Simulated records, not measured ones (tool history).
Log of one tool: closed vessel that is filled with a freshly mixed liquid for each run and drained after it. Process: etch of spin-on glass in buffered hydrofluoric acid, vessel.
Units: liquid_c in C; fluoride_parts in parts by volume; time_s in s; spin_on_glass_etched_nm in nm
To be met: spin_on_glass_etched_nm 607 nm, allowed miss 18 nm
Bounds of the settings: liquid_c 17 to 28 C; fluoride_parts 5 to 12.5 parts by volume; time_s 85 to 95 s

run 1 hour=0 | liquid_c=20 fluoride_parts=7.5 time_s=85 | spin_on_glass_etched_nm=362.4
run 2 hour=7 | liquid_c=22.5 fluoride_parts=7.5 time_s=85 | spin_on_glass_etched_nm=420.88
run 3 hour=12 | liquid_c=22.5 fluoride_parts=7.5 time_s=95 | spin_on_glass_etched_nm=467.78
run 4 hour=13.1 | liquid_c=24 fluoride_parts=7.5 time_s=95 | spin_on_glass_etched_nm=510.47
run 5 hour=19.6 | liquid_c=25 fluoride_parts=7.5 time_s=95 | spin_on_glass_etched_nm=534.57
-- hour=23.5 thermometer replaced
run 6 hour=23.5 | liquid_c=25 fluoride_parts=9 time_s=95 | spin_on_glass_etched_nm=489.8
run 7 hour=28.4 | liquid_c=26 fluoride_parts=8.5 time_s=95 | spin_on_glass_etched_nm=551.92
run 8 hour=32 | liquid_c=26 fluoride_parts=8.5 time_s=95 | spin_on_glass_etched_nm=553.03
run 9 hour=33.8 | liquid_c=26 fluoride_parts=8.5 time_s=95 | spin_on_glass_etched_nm=555.7

Which of these 5 next moves meets every target?
run A hour=35.6 | liquid_c=28 fluoride_parts=10 time_s=95 | spin_on_glass_etched_nm=?
run B hour=35.6 | liquid_c=25.5 fluoride_parts=8.5 time_s=90 | spin_on_glass_etched_nm=?
run C hour=35.6 | liquid_c=26.5 fluoride_parts=7 time_s=90 | spin_on_glass_etched_nm=?
run D hour=35.6 | liquid_c=26.5 fluoride_parts=7.5 time_s=95 | spin_on_glass_etched_nm=?
run E hour=35.6 | liquid_c=27.5 fluoride_parts=8 time_s=90 | spin_on_glass_etched_nm=?

move=A spin_on_glass_etched_nm=540.56
move=B spin_on_glass_etched_nm=509.26
move=C spin_on_glass_etched_nm=662.85
move=D spin_on_glass_etched_nm=649.51
move=E spin_on_glass_etched_nm=605.35
A: further off than the last run
B: further off than the last run
C: takes the result that was furthest off past its target
D: takes the result that was furthest off past its target
E: meets every target
Answer: E
